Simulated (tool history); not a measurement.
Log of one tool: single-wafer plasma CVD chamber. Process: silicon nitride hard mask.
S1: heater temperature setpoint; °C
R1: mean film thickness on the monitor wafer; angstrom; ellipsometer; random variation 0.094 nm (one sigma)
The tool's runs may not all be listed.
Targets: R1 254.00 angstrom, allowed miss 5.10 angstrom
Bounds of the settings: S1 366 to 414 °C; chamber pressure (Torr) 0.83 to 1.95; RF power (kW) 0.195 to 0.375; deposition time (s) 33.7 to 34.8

{"run": 1, "hour": 0.0, "S1": 390, "chamber pressure (Torr)": 1.39, "RF power (kW)": 0.285, "deposition time (s)": 33.7, "R1": 346.85}
{"run": 2, "hour": 6.0, "S1": 390, "chamber pressure (Torr)": 1.39, "RF power (kW)": 0.26, "deposition time (s)": 33.7, "R1": 329.69}
{"run": 3, "hour": 15.0, "S1": 390, "chamber pressure (Torr)": 1.27, "RF power (kW)": 0.245, "deposition time (s)": 33.7, "R1": 309.63}
{"run": 4, "hour": 19.4, "S1": 390, "chamber pressure (Torr)": 1.27, "RF power (kW)": 0.21, "deposition time (s)": 33.7, "R1": 290.07}
{"run": 5, "hour": 21.7, "S1": 390, "chamber pressure (Torr)": 1.27, "RF power (kW)": 0.21, "deposition time (s)": 33.7, "R1": 289.83}
{"run": 6, "hour": 29.7, "S1": 390, "chamber pressure (Torr)": 1.18, "RF power (kW)": 0.205, "deposition time (s)": 33.7, "R1": 279.91}
{"run": 7, "hour": 38.2, "S1": 391, "chamber pressure (Torr)": 0.9, "RF power (kW)": 0.195, "deposition time (s)": 33.7, "R1": 242.02}
{"run": 8, "hour": 40.9, "S1": 391, "chamber pressure (Torr)": 0.92, "RF power (kW)": 0.195, "deposition time (s)": 33.7, "R1": 244.88}
{"hour": 43.3, "done": "capacitance manometer re-zeroed and calibrated"}
{"run": 9, "hour": 43.3, "S1": 391, "chamber pressure (Torr)": 1.06, "RF power (kW)": 0.2, "deposition time (s)": 33.7, "R1": 261.05}

5 next moves are on the table. One of them brings every result within its allowed miss. Which?
{"run": "A", "hour": 45.7, "S1": 391, "chamber pressure (Torr)": 1.05, "RF power (kW)": 0.195, "deposition time (s)": 33.7, "R1": "?"}
{"run": "B", "hour": 45.7, "S1": 390, "chamber pressure (Torr)": 1.14, "RF power (kW)": 0.195, "deposition time (s)": 34.3, "R1": "?"}
{"run": "C", "hour": 45.7, "S1": 387, "chamber pressure (Torr)": 0.99, "RF power (kW)": 0.21, "deposition time (s)": 34.8, "R1": "?"}
{"run": "D", "hour": 45.7, "S1": 393, "chamber pressure (Torr)": 1.03, "RF power (kW)": 0.205, "deposition time (s)": 34.8, "R1": "?"}
{"run": "E", "hour": 45.7, "S1": 393, "chamber pressure (Torr)": 1.07, "RF power (kW)": 0.2, "deposition time (s)": 34.2, "R1": "?"}

move=A R1=258.05
move=B R1=271.86
move=C R1=269.06
move=D R1=270.17
move=E R1=266.76
A: meets every target
B: further off than the last run
C: further off than the last run
D: further off than the last run
E: further off than the last run
Answer: A
